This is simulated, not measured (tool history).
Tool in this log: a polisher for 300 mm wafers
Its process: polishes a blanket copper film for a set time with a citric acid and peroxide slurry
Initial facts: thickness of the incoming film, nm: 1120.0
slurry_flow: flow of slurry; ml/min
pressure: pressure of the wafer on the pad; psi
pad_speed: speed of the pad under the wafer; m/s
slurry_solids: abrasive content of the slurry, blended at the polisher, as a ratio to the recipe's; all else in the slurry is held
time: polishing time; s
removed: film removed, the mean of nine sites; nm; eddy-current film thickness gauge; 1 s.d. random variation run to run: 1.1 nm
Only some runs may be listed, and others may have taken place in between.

run 1 hour=0.0 | slurry_flow=165 pressure=2.5 pad_speed=0.76 slurry_solids=1.0 time=49 | removed=79.558
run 2 hour=8.8 | slurry_flow=185 pressure=2.5 pad_speed=0.76 slurry_solids=1.0 time=49 | removed=82.466
run 3 hour=13.7 | slurry_flow=190 pressure=2.6 pad_speed=0.76 slurry_solids=1.0 time=49 | removed=84.543
run 4 hour=21.2 | slurry_flow=190 pressure=2.7 pad_speed=0.76 slurry_solids=1.0 time=49 | removed=88.797
run 5 hour=22.6 | slurry_flow=190 pressure=2.1 pad_speed=0.76 slurry_solids=1.0 time=49 | removed=69.061
run 6 hour=27.8 | slurry_flow=190 pressure=2.1 pad_speed=0.76 slurry_solids=1.2 time=49 | removed=71.881
run 7 hour=36.4 | slurry_flow=210 pressure=2.8 pad_speed=0.78 slurry_solids=1.2 time=49 | removed=98.224

Forecast run 8:
run 8 hour=38.1 | slurry_flow=210 pressure=2.9 pad_speed=0.78 slurry_solids=1.2 time=49 | removed=?

{"run 8": {"removed": 103.5}}
